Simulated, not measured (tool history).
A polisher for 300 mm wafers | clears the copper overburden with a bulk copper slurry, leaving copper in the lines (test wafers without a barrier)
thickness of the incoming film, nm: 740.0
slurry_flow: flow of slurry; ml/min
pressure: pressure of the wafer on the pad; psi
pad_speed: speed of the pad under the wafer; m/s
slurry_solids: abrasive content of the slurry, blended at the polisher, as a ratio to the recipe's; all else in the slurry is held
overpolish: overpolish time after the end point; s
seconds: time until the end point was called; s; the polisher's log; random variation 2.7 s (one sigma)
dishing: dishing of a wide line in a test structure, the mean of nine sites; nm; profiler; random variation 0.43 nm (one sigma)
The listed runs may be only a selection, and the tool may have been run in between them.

run  hour  slurry_flow  pressure  pad_speed  slurry_solids  overpolish  seconds  dishing
  1     0          225       1.7       1.32              1          11   105.46   42.949
  2   6.9          225         2       1.32              1          11   90.665   50.235
  3   8.1          225       1.7       1.24              1          10   114.43   41.685
  4   9.2          215       1.5       1.22           0.95           8   131.65   29.185
  5    14          215       1.3        1.2           0.95           8   151.03   25.957
  6  14.6          215       1.2       1.18           0.95           8   165.86   23.177

What does the tool deliver on the next run?
  7  22.4          215       1.1       1.18           0.95           8        ?        ?

{"run 7": {"seconds": 182.41, "dishing": 21.242}}

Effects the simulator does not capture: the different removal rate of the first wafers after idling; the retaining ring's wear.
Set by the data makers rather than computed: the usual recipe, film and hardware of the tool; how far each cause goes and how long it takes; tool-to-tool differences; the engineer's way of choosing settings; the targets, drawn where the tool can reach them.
